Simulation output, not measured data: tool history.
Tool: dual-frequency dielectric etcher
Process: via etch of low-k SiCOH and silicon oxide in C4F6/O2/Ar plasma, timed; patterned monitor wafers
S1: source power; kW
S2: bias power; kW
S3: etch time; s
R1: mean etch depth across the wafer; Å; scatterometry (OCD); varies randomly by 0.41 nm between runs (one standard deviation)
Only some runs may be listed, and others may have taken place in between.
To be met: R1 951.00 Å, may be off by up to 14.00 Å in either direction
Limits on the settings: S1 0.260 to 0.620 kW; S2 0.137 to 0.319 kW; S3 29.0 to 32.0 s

run 1 hour=0.0 | S1=0.440 S2=0.228 S3=32.0 | R1=815.15
run 2 hour=4.9 | S1=0.480 S2=0.231 S3=32.0 | R1=863.31
run 3 hour=8.3 | S1=0.480 S2=0.208 S3=32.0 | R1=830.29
run 4 hour=15.1 | S1=0.510 S2=0.209 S3=32.0 | R1=865.17
run 5 hour=19.2 | S1=0.530 S2=0.210 S3=32.0 | R1=878.05
run 6 hour=28.2 | S1=0.550 S2=0.211 S3=32.0 | R1=905.27
run 7 hour=35.3 | S1=0.560 S2=0.211 S3=32.0 | R1=905.99
run 8 hour=44.2 | S1=0.560 S2=0.211 S3=32.0 | R1=917.87
run 9 hour=51.7 | S1=0.570 S2=0.211 S3=32.0 | R1=923.34

Consider the 4 candidate settings below. Which is the only one whose results all fall within their allowed miss of target?
run A hour=59.2 | S1=0.620 S2=0.229 S3=30.0 | R1=?
run B hour=59.2 | S1=0.620 S2=0.251 S3=30.0 | R1=?
run C hour=59.2 | S1=0.600 S2=0.241 S3=30.0 | R1=?
run D hour=59.2 | S1=0.570 S2=0.227 S3=30.5 | R1=?

move=A R1=920.69
move=B R1=943.05
move=C R1=916.87
move=D R1=892.64
A: its largest miss is bigger than the last run's
B: meets every target
C: its largest miss is bigger than the last run's
D: its largest miss is bigger than the last run's
So the answer is move B, the one that meets all the targets.
